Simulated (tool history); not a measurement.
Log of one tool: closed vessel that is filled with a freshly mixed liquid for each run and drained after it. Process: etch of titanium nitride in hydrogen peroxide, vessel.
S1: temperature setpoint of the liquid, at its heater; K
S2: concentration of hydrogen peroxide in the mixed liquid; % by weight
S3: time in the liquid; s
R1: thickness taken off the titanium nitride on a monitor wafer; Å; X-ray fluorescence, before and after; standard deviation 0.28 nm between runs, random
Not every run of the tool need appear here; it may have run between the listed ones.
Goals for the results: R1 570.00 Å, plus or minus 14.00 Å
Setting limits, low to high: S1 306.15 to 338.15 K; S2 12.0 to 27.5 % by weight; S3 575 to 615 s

| run | hour | S1 | S2 | S3 | R1 |
|---|---|---|---|---|---|
| 1 | 0.0 | 322.15 | 18.5 | 575 | 456.51 |
| 2 | 5.6 | 315.65 | 18.5 | 575 | 282.93 |
| 3 | 7.2 | 317.15 | 18.5 | 575 | 321.31 |
| 4 | 9.7 | 317.15 | 18.5 | 615 | 338.24 |
| 5 | 11.2 | 318.15 | 18.5 | 615 | 362.69 |
| 6 | 20.3 | 319.15 | 18.5 | 615 | 391.68 |
| 7 | 25.4 | 320.15 | 18.5 | 615 | 426.13 |
|  | 31.2 | thermometer replaced |
| 8 | 31.2 | 324.65 | 18.5 | 615 | 539.70 |

Below are 4 possible settings for the next run. Only one of them brings all results inside the allowed miss of their targets. Which is it?
| A | 37.0 | 324.65 | 23.0 | 600 | ? |
| B | 37.0 | 325.15 | 16.0 | 615 | ? |
| C | 37.0 | 326.15 | 14.5 | 615 | ? |
| D | 37.0 | 324.65 | 20.5 | 615 | ? |

| move | R1 |
|---|---|
| A | 552.60 |
| B | 543.20 |
| C | 571.28 |
| D | 552.53 |
A: better than the last run, though not everything is in spec
B: better than the last run, though not everything is in spec
C: in spec on every target
D: better than the last run, though not everything is in spec
Correct choice: C, which meets every target
